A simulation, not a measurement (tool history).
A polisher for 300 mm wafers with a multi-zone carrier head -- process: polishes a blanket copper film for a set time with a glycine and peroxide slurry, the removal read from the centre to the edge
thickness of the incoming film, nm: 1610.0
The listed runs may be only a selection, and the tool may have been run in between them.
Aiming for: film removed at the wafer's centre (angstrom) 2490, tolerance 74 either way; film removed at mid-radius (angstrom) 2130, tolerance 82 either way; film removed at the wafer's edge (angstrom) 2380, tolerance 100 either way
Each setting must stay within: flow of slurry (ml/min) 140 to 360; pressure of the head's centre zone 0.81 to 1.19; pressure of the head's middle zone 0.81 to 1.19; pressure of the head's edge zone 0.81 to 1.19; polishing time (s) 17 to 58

run	hour	flow of slurry (ml/min)	pressure of the head's centre zone	pressure of the head's middle zone	pressure of the head's edge zone	polishing time (s)	film removed at the wafer's centre (angstrom)	film removed at mid-radius (angstrom)	film removed at the wafer's edge (angstrom)
1	0	230	1	1	1	37	1966.2	2001	1931
2	8.2	255	1	1	1	37	1990.1	1998.8	1930.8
3	12.6	255	1	1	0.97	37	1995.7	1998.3	1930.4
4	19	255	1	1.06	0.97	37	1995.5	2106.7	1951.1
5	21.5	295	1	1.06	0.97	37	2055.9	2154.2	1995.7
6	28.1	300	1.01	1.03	1	38	2090.9	2159.4	2037.9
7	33	300	1.02	0.99	1.02	39	2199.3	2131.7	2103.4
8	35.4	305	1.03	0.97	1.04	40	2229.8	2133.7	2207.4
9	38.3	310	1.05	0.96	1.05	40	2287.1	2111.6	2230.2
10	38.9	310	1.06	0.96	1.06	40	2340.6	2087.7	2235.4
11	45	310	1.07	0.96	1.07	40	2341.7	2087.8	2198
12	51.9	315	1.07	0.95	1.08	40	2342.1	2105.2	2291
13	58.9	315	1.08	0.95	1.09	40	2365.5	2114	2252.2
14	67	315	1.08	0.95	1.09	40	2363.3	2118.8	2276.9
15	72.2	315	1.09	0.95	1.1	40	2375	2056	2301.2
16	80.1	320	1.09	0.96	1.1	40	2371	2166.9	2271
17	81.7	320	1.09	0.95	1.11	40	2393.7	2130	2282.6
18	85.1	320	1.09	0.95	1.12	40	2398.9	2120	2271.7
19	94.1	325	1.09	0.95	1.12	40	2419	2149.2	2274.9
20	100	325	1.09	0.94	1.12	40	2385.4	2103.2	2337.3
21	107.3	325	1.1	0.94	1.12	40	2415.7	2120.7	2304.7

Which one of the following 4 next-run settings gets every result inside its allowed miss? There is exactly one.
A	114.6	340	1.12	1.08	1.19	36	?	?	?
B	114.6	300	1.08	1.11	0.99	39	?	?	?
C	114.6	290	1.06	0.9	1.04	43	?	?	?
D	114.6	355	1.07	1.02	1.13	42	?	?	?

move	film removed at the wafer's centre (angstrom)	film removed at mid-radius (angstrom)	film removed at the wafer's edge (angstrom)
A	2221.5	2127.8	2125.7
B	2300.1	2335.2	2101.4
C	2480.7	2150.3	2367.9
D	2493.9	2373.8	2429.4
A: further off than the last run
B: further off than the last run
C: every result within its allowed miss
D: corrects the largest miss of the last run, while another result sits out of spec
Move C is the one to make.

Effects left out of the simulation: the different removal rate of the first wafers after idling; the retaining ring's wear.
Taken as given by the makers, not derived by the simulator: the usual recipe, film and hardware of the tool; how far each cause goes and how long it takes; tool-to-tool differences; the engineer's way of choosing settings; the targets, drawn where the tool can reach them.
